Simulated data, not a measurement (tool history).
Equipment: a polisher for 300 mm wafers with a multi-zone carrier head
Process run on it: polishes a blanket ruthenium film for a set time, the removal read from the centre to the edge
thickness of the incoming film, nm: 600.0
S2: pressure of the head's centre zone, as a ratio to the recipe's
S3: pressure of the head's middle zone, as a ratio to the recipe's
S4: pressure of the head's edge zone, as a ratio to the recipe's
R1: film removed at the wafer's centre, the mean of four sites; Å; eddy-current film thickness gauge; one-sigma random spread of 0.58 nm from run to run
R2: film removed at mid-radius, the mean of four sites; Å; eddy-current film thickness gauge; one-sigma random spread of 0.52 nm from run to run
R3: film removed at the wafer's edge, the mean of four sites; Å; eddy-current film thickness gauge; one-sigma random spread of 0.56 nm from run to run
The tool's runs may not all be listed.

Run 1, day 0: flow of slurry (ml/min) 185, S2 1, S3 1, S4 1, polishing time (s) 48. Result: R1 308.93 Å, R2 320.12 Å, R3 330.01 Å.
Run 2, day 0.342: flow of slurry (ml/min) 185, S2 0.94, S3 1, S4 1, polishing time (s) 48. Result: R1 289.14 Å, R2 317.76 Å, R3 330.88 Å.
Run 3, day 0.367: flow of slurry (ml/min) 190, S2 0.93, S3 1.02, S4 1.04, polishing time (s) 52. Result: R1 316.44 Å, R2 353.99 Å, R3 360.4 Å.
Run 4, day 0.504: flow of slurry (ml/min) 190, S2 0.93, S3 1.02, S4 1, polishing time (s) 52. Result: R1 302.45 Å, R2 357.37 Å, R3 351.13 Å.
Run 5, day 0.825: flow of slurry (ml/min) 190, S2 0.93, S3 1.02, S4 1.04, polishing time (s) 52. Result: R1 309.81 Å, R2 355.11 Å, R3 365.89 Å.
Run 6, day 0.867: flow of slurry (ml/min) 190, S2 0.93, S3 1.02, S4 1.04, polishing time (s) 59. Result: R1 361.25 Å, R2 412.18 Å, R3 415.9 Å.
Run 7, day 1.212: flow of slurry (ml/min) 195, S2 0.92, S3 1.03, S4 1.08, polishing time (s) 60. Result: R1 351.14 Å, R2 413.48 Å, R3 424.75 Å.
Run 8, day 1.238: flow of slurry (ml/min) 195, S2 0.92, S3 1.04, S4 1.09, polishing time (s) 62. Result: R1 375.99 Å, R2 429.31 Å, R3 446.59 Å.

Forecast run 9:
Run 9, day 1.517: flow of slurry (ml/min) 200, S2 0.91, S3 1.05, S4 1.1, polishing time (s) 63. Result: R1 ?, R2 ?, R3 ?.

Run 9 gave R1 381.07 Å, R2 441.53 Å, R3 461.35 Å.
